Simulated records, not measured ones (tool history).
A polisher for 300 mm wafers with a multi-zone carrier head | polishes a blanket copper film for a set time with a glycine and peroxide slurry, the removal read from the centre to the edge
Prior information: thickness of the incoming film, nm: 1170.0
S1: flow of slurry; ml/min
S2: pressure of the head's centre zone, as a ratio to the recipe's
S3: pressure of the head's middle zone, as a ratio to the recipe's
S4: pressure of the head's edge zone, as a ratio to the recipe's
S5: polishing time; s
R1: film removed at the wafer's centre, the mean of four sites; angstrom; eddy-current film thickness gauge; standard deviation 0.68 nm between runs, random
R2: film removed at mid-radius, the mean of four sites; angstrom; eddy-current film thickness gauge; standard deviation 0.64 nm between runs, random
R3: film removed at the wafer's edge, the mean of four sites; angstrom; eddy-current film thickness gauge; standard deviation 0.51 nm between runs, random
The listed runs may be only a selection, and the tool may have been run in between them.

| run | hour | S1 | S2 | S3 | S4 | S5 | R1 | R2 | R3 |
|---|---|---|---|---|---|---|---|---|---|
| 1 | 0.0 | 145 | 1.00 | 1.00 | 1.00 | 35 | 985.22 | 1005.30 | 986.40 |
| 2 | 8.9 | 135 | 0.99 | 0.96 | 0.97 | 33 | 903.67 | 919.21 | 904.89 |
| 3 | 13.9 | 125 | 0.99 | 0.93 | 0.96 | 32 | 848.85 | 854.31 | 865.68 |
| 4 | 17.4 | 125 | 0.99 | 0.90 | 0.96 | 32 | 864.41 | 834.47 | 857.66 |
| 5 | 22.3 | 135 | 0.99 | 0.90 | 0.96 | 32 | 868.39 | 842.00 | 865.96 |
| 6 | 29.6 | 125 | 0.99 | 0.88 | 0.94 | 31 | 825.47 | 800.28 | 832.90 |
| 7 | 32.8 | 100 | 1.00 | 0.81 | 0.86 | 28 | 703.14 | 673.54 | 696.56 |
| 8 | 35.7 | 105 | 1.00 | 0.81 | 0.87 | 28 | 717.73 | 680.52 | 706.34 |
| 9 | 43.2 | 110 | 1.00 | 0.81 | 0.88 | 28 | 729.66 | 679.40 | 717.15 |

What will run 10 give?
| 10 | 48.5 | 110 | 1.00 | 0.81 | 0.89 | 28 | ? | ? | ? |

Run 10 produced R1 732.00 angstrom, R2 685.70 angstrom, R3 724.06 angstrom.

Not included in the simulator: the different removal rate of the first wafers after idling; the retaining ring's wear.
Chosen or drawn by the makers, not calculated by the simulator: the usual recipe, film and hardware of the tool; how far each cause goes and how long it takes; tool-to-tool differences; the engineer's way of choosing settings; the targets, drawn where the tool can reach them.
